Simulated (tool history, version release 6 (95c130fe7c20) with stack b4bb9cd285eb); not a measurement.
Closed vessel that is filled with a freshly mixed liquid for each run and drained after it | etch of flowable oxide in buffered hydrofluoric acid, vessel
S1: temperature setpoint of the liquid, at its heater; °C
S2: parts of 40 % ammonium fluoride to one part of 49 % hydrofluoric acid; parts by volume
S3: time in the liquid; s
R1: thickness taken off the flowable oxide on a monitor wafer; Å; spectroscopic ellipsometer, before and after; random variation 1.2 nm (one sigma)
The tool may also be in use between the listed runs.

{"run": 1, "hour": 0.0, "S1": 23, "S2": 7, "S3": 30, "R1": 680.54}
{"run": 2, "hour": 1.4, "S1": 23, "S2": 7, "S3": 30, "R1": 692.37}
{"run": 3, "hour": 9.5, "S1": 23, "S2": 7, "S3": 30, "R1": 689.69}
{"run": 4, "hour": 12.9, "S1": 25.5, "S2": 6.5, "S3": 30, "R1": 862.02}
{"run": 5, "hour": 20.6, "S1": 24, "S2": 6.5, "S3": 30, "R1": 787.26}
{"run": 6, "hour": 22.9, "S1": 24, "S2": 5, "S3": 30, "R1": 970.71}
{"run": 7, "hour": 27.4, "S1": 25.5, "S2": 5, "S3": 30, "R1": 1050.1}
{"run": 8, "hour": 31.2, "S1": 27, "S2": 5, "S3": 30, "R1": 1139}
{"run": 9, "hour": 35.8, "S1": 28, "S2": 5, "S3": 30, "R1": 1222.9}

Forecast run 10:
{"run": 10, "hour": 43.3, "S1": 28.5, "S2": 5, "S3": 30, "R1": "?"}

Run 10 gave R1 1230 Å.

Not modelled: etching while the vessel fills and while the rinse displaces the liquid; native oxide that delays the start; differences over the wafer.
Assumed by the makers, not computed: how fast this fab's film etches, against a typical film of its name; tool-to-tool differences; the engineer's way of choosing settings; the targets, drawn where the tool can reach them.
